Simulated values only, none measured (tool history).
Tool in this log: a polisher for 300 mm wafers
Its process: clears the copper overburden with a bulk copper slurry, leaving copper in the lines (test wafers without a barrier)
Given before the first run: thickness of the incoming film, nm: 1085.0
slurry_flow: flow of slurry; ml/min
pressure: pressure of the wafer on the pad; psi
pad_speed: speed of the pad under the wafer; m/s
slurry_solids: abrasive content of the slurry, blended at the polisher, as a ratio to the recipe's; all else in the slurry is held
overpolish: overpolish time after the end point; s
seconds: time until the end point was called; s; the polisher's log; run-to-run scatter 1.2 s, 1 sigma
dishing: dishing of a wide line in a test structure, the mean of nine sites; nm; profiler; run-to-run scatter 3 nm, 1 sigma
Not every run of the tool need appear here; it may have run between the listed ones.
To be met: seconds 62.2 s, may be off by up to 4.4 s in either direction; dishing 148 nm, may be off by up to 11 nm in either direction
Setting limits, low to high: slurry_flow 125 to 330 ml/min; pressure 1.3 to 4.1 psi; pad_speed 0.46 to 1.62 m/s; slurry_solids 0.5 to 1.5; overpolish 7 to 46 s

run    day  slurry_flow  pressure  pad_speed  slurry_solids  overpolish  seconds  dishing
  1      0          210       2.7       1.04              1          24   98.819   129.19
  2  0.279          210       2.7       1.04              1          33   94.634   149.11
  3  0.579          210       2.7       1.04            1.1          33   94.306   152.82
  4  0.942          210       2.9       1.06            1.1          29   90.627   154.43
  5  1.183          210       3.4       1.06            1.1          29   74.132   164.35
  6  1.488          210       3.1       1.06            1.1          29    80.46   153.82
  7  1.588          210       3.3       1.06            1.1          27   78.028   157.75
  8  1.854          210       3.3       1.06            1.1          27   74.016   151.48

Pick the move, out of 5, that brings all results within their allowed miss; only one does.
  A  2.121          175         4       1.18              1          18        ?        ?
  B  2.121          280       3.3       1.54           1.35          22        ?        ?
  C  2.121          170       4.1       0.96           0.85          20        ?        ?
  D  2.121          205       2.6       1.12           1.25          37        ?        ?
  E  2.121          205       3.2       0.88              1          33        ?        ?

move  seconds  dishing
   A   60.544   154.03
   B   53.074   169.76
   C   71.153   150.33
   D   88.314   159.55
   E   89.662   161.49
A: every result lands within tolerance
B: pushes the last run's worst result past its target
C: gains on the last run, yet a result remains outside its allowed miss
D: moves away from the targets compared with the last run
E: moves away from the targets compared with the last run
The move that meets every target is A.

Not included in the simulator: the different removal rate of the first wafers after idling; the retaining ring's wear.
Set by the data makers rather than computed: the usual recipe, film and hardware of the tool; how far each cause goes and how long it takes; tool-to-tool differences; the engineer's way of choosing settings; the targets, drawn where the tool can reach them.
